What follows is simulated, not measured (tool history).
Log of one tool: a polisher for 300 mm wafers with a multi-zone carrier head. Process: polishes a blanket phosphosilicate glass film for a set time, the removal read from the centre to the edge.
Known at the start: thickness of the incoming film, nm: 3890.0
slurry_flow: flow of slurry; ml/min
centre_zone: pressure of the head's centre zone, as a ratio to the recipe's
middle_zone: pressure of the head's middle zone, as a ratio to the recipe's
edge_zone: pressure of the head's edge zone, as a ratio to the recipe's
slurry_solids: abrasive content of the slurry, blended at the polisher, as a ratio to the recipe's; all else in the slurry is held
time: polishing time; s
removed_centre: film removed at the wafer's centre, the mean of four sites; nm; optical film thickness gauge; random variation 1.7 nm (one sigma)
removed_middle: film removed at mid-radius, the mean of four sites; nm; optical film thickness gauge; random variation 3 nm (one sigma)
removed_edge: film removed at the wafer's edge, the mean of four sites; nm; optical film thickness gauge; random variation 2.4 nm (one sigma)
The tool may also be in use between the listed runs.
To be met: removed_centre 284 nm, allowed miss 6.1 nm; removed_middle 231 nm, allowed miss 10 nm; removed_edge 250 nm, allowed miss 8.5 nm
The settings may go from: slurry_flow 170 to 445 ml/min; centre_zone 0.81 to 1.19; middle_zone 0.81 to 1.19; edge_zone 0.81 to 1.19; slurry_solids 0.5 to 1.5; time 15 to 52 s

run,hour,slurry_flow,centre_zone,middle_zone,edge_zone,slurry_solids,time,removed_centre,removed_middle,removed_edge
1,0,285,1,1,1,1,33,401.37,391.32,394.13
2,1.6,290,1.01,0.95,0.95,0.85,31,359.64,328.03,345.88
3,6.5,290,1.08,0.95,0.95,0.85,31,378.72,341.85,343.67
4,12.9,295,1.08,0.92,0.92,0.75,29,343.2,298.04,296.69
5,18.6,295,1.08,0.92,0.85,0.75,29,338.93,296.96,293.16
6,22.5,360,1.08,0.92,0.85,0.75,29,349.45,306.33,300.01
7,31.1,330,1.06,0.88,0.85,0.65,29,319.57,269.27,279.33
8,33.6,310,1.05,0.87,0.84,0.6,29,310.49,256.76,269.8
9,38.5,295,1.04,0.86,0.83,0.55,29,293.69,250.2,254.47
10,44.1,285,1.04,0.84,0.84,0.55,29,294.13,244.29,262.91
11,50.4,280,1.04,0.83,0.83,0.55,29,293.31,238.31,255.4

Which of these 4 next moves meets every target?
A,56.7,205,1.06,0.83,0.86,0.6,28,?,?,?
B,56.7,265,1.1,0.83,0.84,0.65,28,?,?,?
C,56.7,290,1.03,0.89,0.82,0.55,29,?,?,?
D,56.7,245,1.05,0.81,0.84,0.6,29,?,?,?

move,removed_centre,removed_middle,removed_edge
A,282.95,231.03,254.13
B,311.49,245.04,264.81
C,288.79,255.08,256.81
D,297.45,239.68,264.72
A: meets every target
B: further off than the last run
C: brings the result that was furthest off to its target, and leaves another outside
D: further off than the last run
Answer: A
